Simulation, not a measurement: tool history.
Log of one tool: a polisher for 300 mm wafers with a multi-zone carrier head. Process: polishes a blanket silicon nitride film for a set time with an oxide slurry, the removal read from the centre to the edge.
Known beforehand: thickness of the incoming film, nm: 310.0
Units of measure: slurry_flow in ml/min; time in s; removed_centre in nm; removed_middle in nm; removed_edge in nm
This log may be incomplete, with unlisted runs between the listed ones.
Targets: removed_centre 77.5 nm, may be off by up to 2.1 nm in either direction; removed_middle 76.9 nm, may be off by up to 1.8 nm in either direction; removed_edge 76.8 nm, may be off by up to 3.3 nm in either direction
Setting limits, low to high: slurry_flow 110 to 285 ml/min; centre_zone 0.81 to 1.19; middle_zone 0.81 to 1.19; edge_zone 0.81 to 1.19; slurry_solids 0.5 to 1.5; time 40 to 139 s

run 1 hour=0 | slurry_flow=180 centre_zone=1 middle_zone=1 edge_zone=1 slurry_solids=1 time=89 | removed_centre=56.779 removed_middle=58.127 removed_edge=59.244
run 2 hour=1.9 | slurry_flow=180 centre_zone=1 middle_zone=1 edge_zone=1 slurry_solids=0.85 time=89 | removed_centre=53.03 removed_middle=54.171 removed_edge=55.016
run 3 hour=6.4 | slurry_flow=180 centre_zone=1 middle_zone=1 edge_zone=1 slurry_solids=0.85 time=106 | removed_centre=63.043 removed_middle=64.39 removed_edge=66.019
run 4 hour=14.3 | slurry_flow=195 centre_zone=1.02 middle_zone=1.02 edge_zone=1.03 slurry_solids=0.85 time=106 | removed_centre=65.722 removed_middle=65.942 removed_edge=66.533
run 5 hour=16.3 | slurry_flow=200 centre_zone=1.03 middle_zone=1.03 edge_zone=1.05 slurry_solids=0.9 time=106 | removed_centre=69.493 removed_middle=68.364 removed_edge=69.727
run 6 hour=18.4 | slurry_flow=210 centre_zone=1.03 middle_zone=1.05 edge_zone=1.07 slurry_solids=0.9 time=106 | removed_centre=68.532 removed_middle=70.841 removed_edge=70.867
-- hour=24.4 slurry nozzle cleaned
run 7 hour=24.4 | slurry_flow=260 centre_zone=1.12 middle_zone=1.06 edge_zone=1.13 slurry_solids=0.95 time=106 | removed_centre=85.634 removed_middle=80.097 removed_edge=79.639
run 8 hour=31.3 | slurry_flow=250 centre_zone=1.11 middle_zone=1.06 edge_zone=1.13 slurry_solids=0.95 time=106 | removed_centre=83.675 removed_middle=80.269 removed_edge=78.656
run 9 hour=39.2 | slurry_flow=240 centre_zone=1.1 middle_zone=1.06 edge_zone=1.13 slurry_solids=0.95 time=106 | removed_centre=83.014 removed_middle=79.376 removed_edge=79.857
run 10 hour=44 | slurry_flow=235 centre_zone=1.09 middle_zone=1.06 edge_zone=1.12 slurry_solids=0.95 time=106 | removed_centre=82.461 removed_middle=79.761 removed_edge=79.078

Below are 4 possible settings for the next run. Only one of them brings all results inside the allowed miss of their targets. Which is it?
run A hour=48.8 | slurry_flow=235 centre_zone=1.02 middle_zone=1.12 edge_zone=1.13 slurry_solids=0.85 time=112 | removed_centre=? removed_middle=? removed_edge=?
run B hour=48.8 | slurry_flow=225 centre_zone=1.05 middle_zone=1.14 edge_zone=1.16 slurry_solids=1.05 time=102 | removed_centre=? removed_middle=? removed_edge=?
run C hour=48.8 | slurry_flow=245 centre_zone=1.18 middle_zone=1.02 edge_zone=1.13 slurry_solids=1 time=102 | removed_centre=? removed_middle=? removed_edge=?
run D hour=48.8 | slurry_flow=230 centre_zone=1.05 middle_zone=1.05 edge_zone=1.1 slurry_solids=0.95 time=104 | removed_centre=? removed_middle=? removed_edge=?

move=A removed_centre=78.408 removed_middle=82.707 removed_edge=77.514
move=B removed_centre=79.77 removed_middle=83.169 removed_edge=78.053
move=C removed_centre=87.517 removed_middle=75.682 removed_edge=76.117
move=D removed_centre=78.163 removed_middle=76.637 removed_edge=74.476
A: corrects the largest miss of the last run, while another result sits out of spec
B: the biggest miss grows against the last run
C: the biggest miss grows against the last run
D: all results land within tolerance of their targets
Move D is the one to make.
